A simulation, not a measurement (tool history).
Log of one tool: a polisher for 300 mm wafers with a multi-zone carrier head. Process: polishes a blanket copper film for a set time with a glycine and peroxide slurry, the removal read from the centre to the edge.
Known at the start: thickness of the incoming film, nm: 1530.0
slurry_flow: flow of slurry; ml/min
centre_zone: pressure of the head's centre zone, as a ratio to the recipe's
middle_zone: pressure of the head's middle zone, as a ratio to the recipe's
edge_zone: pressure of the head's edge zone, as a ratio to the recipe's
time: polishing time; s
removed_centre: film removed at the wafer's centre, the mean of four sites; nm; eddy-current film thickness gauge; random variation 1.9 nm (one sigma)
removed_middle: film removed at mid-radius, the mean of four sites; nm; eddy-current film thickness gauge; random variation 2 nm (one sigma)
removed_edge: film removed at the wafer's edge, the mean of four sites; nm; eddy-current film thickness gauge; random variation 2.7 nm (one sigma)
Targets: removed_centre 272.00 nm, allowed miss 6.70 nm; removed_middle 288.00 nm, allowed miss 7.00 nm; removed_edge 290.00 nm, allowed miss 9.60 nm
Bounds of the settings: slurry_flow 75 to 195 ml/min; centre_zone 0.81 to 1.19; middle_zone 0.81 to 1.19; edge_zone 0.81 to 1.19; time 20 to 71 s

run  hour  slurry_flow  centre_zone  middle_zone  edge_zone  time  removed_centre  removed_middle  removed_edge
  1   0.0          125         1.00         1.00       1.00    45          220.87          228.72        229.50
  2   4.9          140         1.01         1.02       1.04    46          236.83          248.13        245.86
  3   9.5          140         1.01         1.02       1.04    39          202.17          209.82        202.84
  4  15.4          140         1.01         0.96       1.04    39          203.25          199.08        210.67
  5  22.8          140         1.01         0.96       1.04    34          175.01          173.94        178.43
  6  25.3          145         1.01         0.98       1.07    38          197.58          199.13        205.37
  7  30.6          150         1.02         1.00       1.09    41          220.02          219.54        222.41
  8  33.8          155         1.01         1.01       1.11    43          231.36          235.88        235.99
  9  35.4          155         1.00         1.01       1.12    45          237.43          244.88        251.88
 10  44.1          160         1.00         1.02       1.13    46          242.09          257.28        258.67
 11  52.4          165         1.00         1.02       1.14    47          250.84          263.86        266.39
 12  55.0          170         1.00         1.02       1.15    48          259.85          273.34        274.18
 13  58.1          170         1.00         1.02       1.15    48          258.96          269.13        272.96
 14  64.3          170         1.00         1.03       1.16    48          262.99          274.38        274.58

5 next moves are on the table. One of them brings every result within its allowed miss. Which?
  A  70.5          195         1.05         0.98       1.06    47               ?               ?             ?
  B  70.5          195         1.08         1.06       1.12    48               ?               ?             ?
  C  70.5          170         0.99         1.02       1.13    51               ?               ?             ?
  D  70.5          185         1.04         1.10       1.10    47               ?               ?             ?
  E  70.5          150         0.99         0.95       1.19    51               ?               ?             ?

move  removed_centre  removed_middle  removed_edge
   A          276.14          267.15        268.67
   B          290.29          291.52        280.35
   C          273.53          291.54        293.17
   D          270.51          291.63        270.30
   E          264.34          266.61        293.86
A: further off than the last run
B: brings the result that was furthest off to its target, and leaves another outside
C: meets every target
D: brings the result that was furthest off to its target, and leaves another outside
E: further off than the last run
Move C is the one to make.
